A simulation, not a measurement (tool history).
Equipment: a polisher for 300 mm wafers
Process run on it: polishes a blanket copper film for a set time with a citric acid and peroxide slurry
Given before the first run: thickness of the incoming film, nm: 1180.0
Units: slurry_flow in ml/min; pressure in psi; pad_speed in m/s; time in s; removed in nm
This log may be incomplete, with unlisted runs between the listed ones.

Run 1, hour 0: slurry_flow 295 ml/min, pressure 3.4 psi, pad_speed 0.98 m/s, slurry_solids 1, time 19 s. Result: removed 43.454 nm.
Run 2, hour 0.5: slurry_flow 295 ml/min, pressure 3.2 psi, pad_speed 0.98 m/s, slurry_solids 1, time 19 s. Result: removed 40.536 nm.
Run 3, hour 1.4: slurry_flow 295 ml/min, pressure 3 psi, pad_speed 0.98 m/s, slurry_solids 1, time 19 s. Result: removed 38.166 nm.
Run 4, hour 4.1: slurry_flow 295 ml/min, pressure 3.4 psi, pad_speed 0.98 m/s, slurry_solids 1, time 19 s. Result: removed 43.421 nm.
Run 5, hour 5.5: slurry_flow 295 ml/min, pressure 3.4 psi, pad_speed 0.98 m/s, slurry_solids 1, time 17 s. Result: removed 38.839 nm.
Run 6, hour 9.9: slurry_flow 295 ml/min, pressure 3.3 psi, pad_speed 0.98 m/s, slurry_solids 1, time 17 s. Result: removed 37.662 nm.
Run 7, hour 15.7: slurry_flow 285 ml/min, pressure 2.6 psi, pad_speed 0.98 m/s, slurry_solids 1, time 17 s. Result: removed 29.873 nm.

What will run 8 give?
Run 8, hour 21.5: slurry_flow 295 ml/min, pressure 2.6 psi, pad_speed 0.98 m/s, slurry_solids 1, time 17 s. Result: removed ?.

removed: 29.835 nm
